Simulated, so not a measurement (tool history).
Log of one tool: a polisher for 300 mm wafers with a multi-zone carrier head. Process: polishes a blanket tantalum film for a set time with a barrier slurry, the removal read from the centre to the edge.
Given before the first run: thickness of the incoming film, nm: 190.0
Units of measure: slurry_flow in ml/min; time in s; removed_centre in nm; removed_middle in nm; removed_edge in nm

run  hour  slurry_flow  centre_zone  middle_zone  edge_zone  slurry_solids  time  removed_centre  removed_middle  removed_edge
  1   0.0          285         1.00         1.00       1.00            1.0    44          54.270          56.145        53.486
  2   6.5          325         1.00         1.00       1.00            1.0    44          54.790          56.159        54.463
  3  13.6          325         1.00         1.00       1.00            1.0    48          59.479          61.863        57.727
  4  15.1          325         1.04         0.94       1.02            1.0    48          62.122          58.174        60.084
  5  17.3          325         1.04         0.94       1.02            0.9    48          60.025          56.443        57.584
  6  22.3          330         1.08         0.92       1.03            0.9    48          62.129          55.453        58.672
  7  25.5          335         1.11         0.90       1.03            0.9    48          65.571          54.131        58.711
  8  30.1          335         1.12         0.89       1.04            0.9    48          65.548          54.391        57.764

Predict the results of run 9:
  9  32.9          340         1.13         0.87       1.06            0.9    48               ?               ?             ?

{"run 9": {"removed_centre": 65.2, "removed_middle": 53.456, "removed_edge": 59.822}}

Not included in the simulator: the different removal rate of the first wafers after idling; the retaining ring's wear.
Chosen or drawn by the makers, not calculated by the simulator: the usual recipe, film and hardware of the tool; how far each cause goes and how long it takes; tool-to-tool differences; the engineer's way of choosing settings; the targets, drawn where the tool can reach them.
